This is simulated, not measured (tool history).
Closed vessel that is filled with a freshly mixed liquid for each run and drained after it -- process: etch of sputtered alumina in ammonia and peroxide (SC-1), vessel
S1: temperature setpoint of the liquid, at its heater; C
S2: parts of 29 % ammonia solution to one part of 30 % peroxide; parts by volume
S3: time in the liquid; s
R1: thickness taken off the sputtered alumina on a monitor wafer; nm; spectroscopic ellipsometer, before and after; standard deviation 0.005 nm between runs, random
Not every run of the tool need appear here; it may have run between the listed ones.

Run 1, hour 0.0: S1 53.0 C, S2 0.55 parts by volume, S3 35 s. Result: R1 2.03600 nm.
Run 2, hour 1.1: S1 49.5 C, S2 0.55 parts by volume, S3 35 s. Result: R1 1.68340 nm.
Run 3, hour 2.1: S1 53.0 C, S2 0.55 parts by volume, S3 35 s. Result: R1 2.05300 nm.
Run 4, hour 4.2: S1 49.5 C, S2 0.55 parts by volume, S3 35 s. Result: R1 1.69370 nm.
Run 5, hour 6.0: S1 49.5 C, S2 0.75 parts by volume, S3 35 s. Result: R1 1.74930 nm.
Run 6, hour 10.4: S1 44.5 C, S2 0.75 parts by volume, S3 35 s. Result: R1 1.31930 nm.

Run 7, settings as shown, results not yet in. Your forecast:
Run 7, hour 15.6: S1 39.5 C, S2 0.75 parts by volume, S3 35 s. Result: R1 ?.

Run 7 yielded R1 0.98283 nm.
